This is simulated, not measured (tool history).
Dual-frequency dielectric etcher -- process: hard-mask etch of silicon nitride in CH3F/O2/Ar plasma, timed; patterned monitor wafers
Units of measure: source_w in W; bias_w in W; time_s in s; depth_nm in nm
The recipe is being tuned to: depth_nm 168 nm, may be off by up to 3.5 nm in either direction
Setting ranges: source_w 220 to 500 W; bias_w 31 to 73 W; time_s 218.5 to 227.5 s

run,hour,source_w,bias_w,time_s,depth_nm
1,0,360,52,218.5,140.8
2,6.9,390,54,219,147.48
3,12.4,410,55,219.5,152.51
4,17.8,430,56,219.5,155.9
5,20.1,440,57,219.5,159.97
6,27.9,440,57,218.5,159.39
7,35.8,450,57,218.5,160.07
8,41.3,460,57,218.5,162.19
9,47,470,57,218.5,163.62

Which of these 5 next moves meets every target?
A,52.7,440,61,227.5,?
B,52.7,440,59,222,?
C,52.7,500,43,222.5,?
D,52.7,450,54,218.5,?
E,52.7,470,52,218.5,?

move,depth_nm
A,169.11
B,163.43
C,159.69
D,158.52
E,160.15
A: every result lands within tolerance
B: about the same distance from the targets as the last run
C: moves away from the targets compared with the last run
D: moves away from the targets compared with the last run
E: moves away from the targets compared with the last run
A meets every target.

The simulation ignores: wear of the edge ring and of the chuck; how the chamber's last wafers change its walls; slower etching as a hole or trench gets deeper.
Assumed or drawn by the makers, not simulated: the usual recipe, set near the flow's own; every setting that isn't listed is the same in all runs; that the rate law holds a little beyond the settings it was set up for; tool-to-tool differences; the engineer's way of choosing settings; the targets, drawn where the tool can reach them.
